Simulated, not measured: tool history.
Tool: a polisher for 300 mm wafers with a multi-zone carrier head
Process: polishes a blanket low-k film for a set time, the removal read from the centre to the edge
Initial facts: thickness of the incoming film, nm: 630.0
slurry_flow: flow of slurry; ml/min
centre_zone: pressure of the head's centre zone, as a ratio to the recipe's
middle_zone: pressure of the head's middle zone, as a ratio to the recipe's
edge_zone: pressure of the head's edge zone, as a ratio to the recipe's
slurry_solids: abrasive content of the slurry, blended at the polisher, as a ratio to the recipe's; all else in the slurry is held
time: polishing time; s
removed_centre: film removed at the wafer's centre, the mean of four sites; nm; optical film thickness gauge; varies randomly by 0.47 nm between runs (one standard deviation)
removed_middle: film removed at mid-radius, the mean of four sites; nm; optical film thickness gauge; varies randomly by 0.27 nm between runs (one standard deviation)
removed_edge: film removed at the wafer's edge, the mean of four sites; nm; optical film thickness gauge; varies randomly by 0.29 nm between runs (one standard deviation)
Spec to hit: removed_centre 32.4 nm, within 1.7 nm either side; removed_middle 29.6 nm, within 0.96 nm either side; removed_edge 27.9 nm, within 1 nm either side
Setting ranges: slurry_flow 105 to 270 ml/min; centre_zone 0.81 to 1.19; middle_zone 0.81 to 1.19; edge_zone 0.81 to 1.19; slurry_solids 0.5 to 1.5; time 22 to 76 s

run	hour	slurry_flow	centre_zone	middle_zone	edge_zone	slurry_solids	time	removed_centre	removed_middle	removed_edge
1	0	175	1	1	1	1	49	25.763	25.472	25.761
2	2.4	175	1	0.96	1	1	49	26.105	24.802	25.351
3	8.8	185	1.03	0.99	0.99	1	49	26.465	25.314	25.519
4	9.7	190	1.06	1.01	0.98	1.05	49	28.679	26.423	26.146
5	14.9	190	1.06	0.94	0.98	1.05	49	27.664	24.754	25.972
6	20.1	195	1.08	0.98	0.98	1.05	49	29.297	25.959	26.1
7	22.7	200	1.08	1	0.99	1.05	49	28.474	26.267	26.389
8	23.4	200	1.1	1.02	0.99	1.1	49	29.939	26.887	25.986
9	25.1	200	1.1	1.02	0.99	1.1	49	30.14	27.31	26.585
10	27.2	205	1.11	1.03	1	1.1	49	30.845	27.331	26.51
11	34	210	1.11	1.04	1.01	1.1	49	30.366	27.796	26.909
12	42.8	215	1.12	1.05	1.01	1.1	49	30.625	27.8	27.262
13	44.8	220	1.13	1.06	1.01	1.1	49	31.935	28.628	27.273

Which single option among these 4 for the next run brings every result within its allowed miss of target? Just one does.
A	46.8	230	1.07	1.1	1.06	0.95	51	?	?	?
B	46.8	235	1.09	1.02	0.93	0.85	58	?	?	?
C	46.8	265	1.05	1.19	0.84	1.05	50	?	?	?
D	46.8	230	1.1	1.15	0.88	1.15	49	?	?	?

move	removed_centre	removed_middle	removed_edge
A	29.352	29.112	28.017
B	32.74	29.899	28.826
C	29.685	32.056	25.719
D	30.998	31.057	26.314
A: the worst result of the last run now meets its target, but another is out of spec
B: all results land within tolerance of their targets
C: moves the result that the last run missed by most past its target, out the other side
D: moves the result that the last run missed by most past its target, out the other side
B is the move that brings every result within its allowed miss.
